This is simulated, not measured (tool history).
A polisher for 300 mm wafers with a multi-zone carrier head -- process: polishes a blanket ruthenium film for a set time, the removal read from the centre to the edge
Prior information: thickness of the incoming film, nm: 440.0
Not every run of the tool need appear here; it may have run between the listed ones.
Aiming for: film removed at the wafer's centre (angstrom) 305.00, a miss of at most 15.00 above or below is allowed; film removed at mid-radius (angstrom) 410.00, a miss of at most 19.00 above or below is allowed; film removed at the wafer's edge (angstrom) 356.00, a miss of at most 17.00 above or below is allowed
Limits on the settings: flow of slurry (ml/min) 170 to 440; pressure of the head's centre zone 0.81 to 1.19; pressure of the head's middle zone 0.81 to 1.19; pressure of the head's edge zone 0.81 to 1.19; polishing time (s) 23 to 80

| run | hour | flow of slurry (ml/min) | pressure of the head's centre zone | pressure of the head's middle zone | pressure of the head's edge zone | polishing time (s) | film removed at the wafer's centre (angstrom) | film removed at mid-radius (angstrom) | film removed at the wafer's edge (angstrom) |
|---|---|---|---|---|---|---|---|---|---|
| 1 | 0.0 | 280 | 1.00 | 1.00 | 1.00 | 51 | 551.14 | 581.67 | 566.53 |
| 2 | 2.9 | 280 | 1.00 | 1.00 | 1.00 | 59 | 641.31 | 686.91 | 645.71 |
| 3 | 11.5 | 280 | 1.00 | 0.94 | 1.00 | 59 | 629.79 | 645.61 | 650.42 |
| 4 | 12.2 | 280 | 1.00 | 0.94 | 1.00 | 48 | 518.39 | 518.68 | 530.62 |
| 5 | 18.1 | 275 | 0.96 | 0.97 | 0.97 | 44 | 449.87 | 495.97 | 489.78 |
| 6 | 23.7 | 275 | 0.96 | 0.97 | 0.97 | 53 | 556.33 | 588.25 | 590.92 |
| 7 | 26.7 | 275 | 0.95 | 1.01 | 0.98 | 46 | 481.57 | 531.95 | 510.52 |
| 8 | 34.2 | 270 | 0.92 | 1.04 | 0.97 | 42 | 416.51 | 486.80 | 463.13 |
| 9 | 40.5 | 270 | 0.90 | 1.07 | 0.96 | 39 | 375.52 | 472.85 | 413.01 |
| 10 | 47.2 | 270 | 0.89 | 1.07 | 0.95 | 38 | 370.98 | 463.39 | 408.83 |
| 11 | 50.1 | 270 | 0.87 | 1.07 | 0.94 | 37 | 347.21 | 458.36 | 392.45 |
| 12 | 56.8 | 270 | 0.86 | 1.06 | 0.93 | 36 | 330.70 | 435.70 | 378.34 |
| 13 | 64.8 | 270 | 0.85 | 1.05 | 0.92 | 36 | 323.40 | 424.16 | 384.05 |
| 14 | 67.9 | 270 | 0.85 | 1.05 | 0.91 | 36 | 326.78 | 432.89 | 374.95 |
| 15 | 70.0 | 270 | 0.84 | 1.04 | 0.90 | 36 | 326.88 | 422.38 | 378.89 |
| 16 | 71.1 | 270 | 0.83 | 1.04 | 0.89 | 36 | 324.90 | 425.18 | 385.50 |

Exactly one of the 5 candidate moves below puts every result within its allowed miss. Which one?
| A | 72.2 | 365 | 1.02 | 1.13 | 0.81 | 31 | ? | ? | ? |
| B | 72.2 | 395 | 0.85 | 1.08 | 0.99 | 32 | ? | ? | ? |
| C | 72.2 | 240 | 0.94 | 1.07 | 0.90 | 31 | ? | ? | ? |
| D | 72.2 | 305 | 0.88 | 1.12 | 0.82 | 32 | ? | ? | ? |
| E | 72.2 | 225 | 0.88 | 1.00 | 0.96 | 33 | ? | ? | ? |

| move | film removed at the wafer's centre (angstrom) | film removed at mid-radius (angstrom) | film removed at the wafer's edge (angstrom) |
|---|---|---|---|
| A | 357.94 | 406.18 | 314.81 |
| B | 309.51 | 406.18 | 358.25 |
| C | 313.30 | 370.49 | 318.97 |
| D | 312.51 | 409.44 | 322.54 |
| E | 308.70 | 369.04 | 347.80 |
A: takes the biggest miss from the last run beyond its target
B: all results in spec
C: takes the biggest miss from the last run beyond its target
D: takes the biggest miss from the last run beyond its target
E: brings the result that was furthest off to its target, and leaves another outside
So the answer is move B, the one that meets all the targets.

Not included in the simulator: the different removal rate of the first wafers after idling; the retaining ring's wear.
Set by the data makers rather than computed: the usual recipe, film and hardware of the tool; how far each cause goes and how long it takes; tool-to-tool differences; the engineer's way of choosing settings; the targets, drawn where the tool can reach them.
